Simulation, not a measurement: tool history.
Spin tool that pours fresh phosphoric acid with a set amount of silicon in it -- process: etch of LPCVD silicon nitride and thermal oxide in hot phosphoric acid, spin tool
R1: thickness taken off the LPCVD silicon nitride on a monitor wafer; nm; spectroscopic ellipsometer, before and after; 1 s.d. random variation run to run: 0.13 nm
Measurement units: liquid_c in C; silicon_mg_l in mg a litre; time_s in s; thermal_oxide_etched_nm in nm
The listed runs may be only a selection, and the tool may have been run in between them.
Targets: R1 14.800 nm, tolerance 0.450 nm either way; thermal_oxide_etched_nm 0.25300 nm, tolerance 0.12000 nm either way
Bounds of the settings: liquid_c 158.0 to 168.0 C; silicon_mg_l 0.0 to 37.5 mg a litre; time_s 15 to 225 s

Run 1, hour 0.0: liquid_c 163.0 C, silicon_mg_l 16.5 mg a litre, time_s 115 s. Result: R1 11.884 nm, thermal_oxide_etched_nm 0.23737 nm.
Run 2, hour 4.8: liquid_c 164.5 C, silicon_mg_l 16.5 mg a litre, time_s 115 s. Result: R1 12.534 nm, thermal_oxide_etched_nm 0.22664 nm.
Run 3, hour 9.6: liquid_c 165.0 C, silicon_mg_l 16.0 mg a litre, time_s 115 s. Result: R1 13.027 nm, thermal_oxide_etched_nm 0.28501 nm.
Run 4, hour 18.4: liquid_c 165.5 C, silicon_mg_l 18.0 mg a litre, time_s 115 s. Result: R1 12.740 nm, thermal_oxide_etched_nm 0.31547 nm.
Run 5, hour 22.0: liquid_c 165.0 C, silicon_mg_l 14.5 mg a litre, time_s 120 s. Result: R1 13.288 nm, thermal_oxide_etched_nm 0.38834 nm.
Run 6, hour 26.6: liquid_c 165.5 C, silicon_mg_l 17.0 mg a litre, time_s 120 s. Result: R1 13.444 nm, thermal_oxide_etched_nm 0.38200 nm.
Run 7, hour 34.4: liquid_c 165.0 C, silicon_mg_l 19.0 mg a litre, time_s 125 s. Result: R1 14.005 nm, thermal_oxide_etched_nm 0.28261 nm.
Run 8, hour 41.9: liquid_c 165.0 C, silicon_mg_l 20.0 mg a litre, time_s 125 s. Result: R1 13.875 nm, thermal_oxide_etched_nm 0.32113 nm.
Run 9, hour 50.3: liquid_c 165.0 C, silicon_mg_l 22.0 mg a litre, time_s 125 s. Result: R1 14.160 nm, thermal_oxide_etched_nm 0.20146 nm.
Run 10, hour 55.6: liquid_c 165.5 C, silicon_mg_l 22.0 mg a litre, time_s 125 s. Result: R1 14.081 nm, thermal_oxide_etched_nm 0.33493 nm.
Run 11, hour 59.8: liquid_c 165.5 C, silicon_mg_l 23.0 mg a litre, time_s 125 s. Result: R1 13.950 nm, thermal_oxide_etched_nm 0.27233 nm.
Run 12, hour 66.7: liquid_c 165.5 C, silicon_mg_l 24.0 mg a litre, time_s 125 s. Result: R1 14.051 nm, thermal_oxide_etched_nm 0.26969 nm.
Run 13, hour 71.1: liquid_c 165.5 C, silicon_mg_l 25.0 mg a litre, time_s 125 s. Result: R1 14.171 nm, thermal_oxide_etched_nm 0.26036 nm.
Run 14, hour 72.0: liquid_c 165.5 C, silicon_mg_l 25.5 mg a litre, time_s 125 s. Result: R1 14.202 nm, thermal_oxide_etched_nm 0.22983 nm.

Of the 5 settings listed for the next run, only one would bring every result within its allowed miss of target. Which one?
Run A, hour 72.9: liquid_c 165.0 C, silicon_mg_l 35.0 mg a litre, time_s 125 s. Result: R1 ?, thermal_oxide_etched_nm ?.
Run B, hour 72.9: liquid_c 166.0 C, silicon_mg_l 17.5 mg a litre, time_s 115 s. Result: R1 ?, thermal_oxide_etched_nm ?.
Run C, hour 72.9: liquid_c 165.5 C, silicon_mg_l 29.0 mg a litre, time_s 130 s. Result: R1 ?, thermal_oxide_etched_nm ?.
Run D, hour 72.9: liquid_c 165.0 C, silicon_mg_l 24.5 mg a litre, time_s 120 s. Result: R1 ?, thermal_oxide_etched_nm ?.
Run E, hour 72.9: liquid_c 164.5 C, silicon_mg_l 19.5 mg a litre, time_s 120 s. Result: R1 ?, thermal_oxide_etched_nm ?.

move      R1  thermal_oxide_etched_nm
   A  13.639                  0.15234
   B  12.966                  0.28248
   C  14.419                  0.21355
   D  13.094                  0.22303
   E  12.880                  0.25035
A: its largest miss is bigger than the last run's
B: its largest miss is bigger than the last run's
C: all results land within tolerance of their targets
D: its largest miss is bigger than the last run's
E: its largest miss is bigger than the last run's
Correct choice: C, which meets every target
